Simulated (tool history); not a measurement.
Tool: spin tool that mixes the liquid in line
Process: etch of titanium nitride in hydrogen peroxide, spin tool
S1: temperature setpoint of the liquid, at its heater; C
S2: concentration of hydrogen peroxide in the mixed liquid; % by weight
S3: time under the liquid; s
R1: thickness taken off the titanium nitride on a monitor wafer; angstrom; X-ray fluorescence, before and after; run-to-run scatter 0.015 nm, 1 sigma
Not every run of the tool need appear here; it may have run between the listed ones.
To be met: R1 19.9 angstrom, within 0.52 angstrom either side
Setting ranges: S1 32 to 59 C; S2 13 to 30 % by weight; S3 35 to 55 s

| run | hour | S1 | S2 | S3 | R1 |
|---|---|---|---|---|---|
| 1 | 0 | 43 | 25 | 55 | 10.596 |
| 2 | 5.8 | 38 | 25 | 55 | 7.2901 |
| 3 | 11.1 | 41 | 25 | 55 | 9.1022 |
| 4 | 15.6 | 35.5 | 25 | 55 | 5.9482 |
| 5 | 22.3 | 39 | 25 | 55 | 7.8083 |
| 6 | 28.4 | 39 | 20 | 55 | 7.4553 |
| 7 | 34.1 | 42 | 20 | 55 | 9.492 |
| 8 | 36.6 | 44 | 20 | 55 | 10.853 |
| 9 | 42.7 | 46 | 20 | 55 | 12.726 |
| 10 | 44.2 | 47.5 | 20 | 55 | 14.189 |
| 11 | 45.6 | 48.5 | 20 | 55 | 15.114 |
| 12 | 51.6 | 49.5 | 20 | 55 | 16.439 |
| 13 | 59.7 | 50 | 20 | 55 | 17.192 |

Exercise: of the 5 proposed moves below, exactly one satisfies all targets within the stated allowed misses. Which move is it?
| A | 67.8 | 52.5 | 23 | 55 | ? |
| B | 67.8 | 52 | 21.5 | 55 | ? |
| C | 67.8 | 53 | 20 | 55 | ? |
| D | 67.8 | 51.5 | 18 | 55 | ? |
| E | 67.8 | 52.5 | 25.5 | 55 | ? |

| move | R1 |
|---|---|
| A | 21.236 |
| B | 20.197 |
| C | 21.351 |
| D | 18.761 |
| E | 21.718 |
A: moves the result that the last run missed by most past its target, out the other side
B: all results land within tolerance of their targets
C: moves the result that the last run missed by most past its target, out the other side
D: gains on the last run, yet a result remains outside its allowed miss
E: moves the result that the last run missed by most past its target, out the other side
The right move is B.

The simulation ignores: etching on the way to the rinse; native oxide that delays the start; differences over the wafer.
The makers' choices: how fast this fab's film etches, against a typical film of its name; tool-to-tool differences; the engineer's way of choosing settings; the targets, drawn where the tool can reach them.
